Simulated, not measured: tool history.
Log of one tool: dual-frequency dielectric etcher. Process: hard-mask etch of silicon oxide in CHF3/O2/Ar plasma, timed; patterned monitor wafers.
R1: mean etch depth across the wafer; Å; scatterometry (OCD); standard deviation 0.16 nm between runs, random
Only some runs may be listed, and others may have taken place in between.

run 1 hour=0 | source_power_(kW)=0.57 bias_power_(kW)=0.159 etch_time_(s)=33 | R1=608.26
run 2 hour=4.6 | source_power_(kW)=0.57 bias_power_(kW)=0.182 etch_time_(s)=33 | R1=646.86
run 3 hour=9 | source_power_(kW)=0.57 bias_power_(kW)=0.2 etch_time_(s)=33 | R1=678.37
run 4 hour=17.5 | source_power_(kW)=0.54 bias_power_(kW)=0.198 etch_time_(s)=33 | R1=656.83
run 5 hour=19.7 | source_power_(kW)=0.54 bias_power_(kW)=0.187 etch_time_(s)=33 | R1=641.2
run 6 hour=21.7 | source_power_(kW)=0.52 bias_power_(kW)=0.187 etch_time_(s)=33 | R1=632.36

Expected results for the next run?
run 7 hour=27.8 | source_power_(kW)=0.52 bias_power_(kW)=0.187 etch_time_(s)=33 | R1=?

R1: 631.52 Å
